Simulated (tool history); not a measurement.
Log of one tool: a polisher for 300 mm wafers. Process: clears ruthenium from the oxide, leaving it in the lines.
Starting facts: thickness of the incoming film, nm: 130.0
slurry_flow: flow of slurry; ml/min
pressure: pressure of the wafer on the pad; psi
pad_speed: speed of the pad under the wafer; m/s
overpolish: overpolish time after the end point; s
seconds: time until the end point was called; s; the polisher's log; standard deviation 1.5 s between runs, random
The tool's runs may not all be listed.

{"run": 1, "day": 0.0, "slurry_flow": 260, "pressure": 2.7, "pad_speed": 1.1, "overpolish": 7, "seconds": 72.125}
{"run": 2, "day": 0.271, "slurry_flow": 260, "pressure": 2.7, "pad_speed": 0.92, "overpolish": 7, "seconds": 83.934}
{"run": 3, "day": 0.642, "slurry_flow": 260, "pressure": 2.6, "pad_speed": 0.92, "overpolish": 7, "seconds": 83.52}
{"run": 4, "day": 0.796, "slurry_flow": 260, "pressure": 2.5, "pad_speed": 0.9, "overpolish": 7, "seconds": 89.777}
{"run": 5, "day": 1.05, "slurry_flow": 295, "pressure": 2.5, "pad_speed": 0.9, "overpolish": 7, "seconds": 87.808}
{"run": 6, "day": 1.121, "slurry_flow": 295, "pressure": 2.5, "pad_speed": 0.66, "overpolish": 7, "seconds": 110.74}
{"run": 7, "day": 1.292, "slurry_flow": 295, "pressure": 2.6, "pad_speed": 0.66, "overpolish": 7, "seconds": 105.82}

Forecast run 8:
{"run": 8, "day": 1.488, "slurry_flow": 295, "pressure": 2.7, "pad_speed": 0.66, "overpolish": 7, "seconds": "?"}

{"run 8": {"seconds": 102.36}}

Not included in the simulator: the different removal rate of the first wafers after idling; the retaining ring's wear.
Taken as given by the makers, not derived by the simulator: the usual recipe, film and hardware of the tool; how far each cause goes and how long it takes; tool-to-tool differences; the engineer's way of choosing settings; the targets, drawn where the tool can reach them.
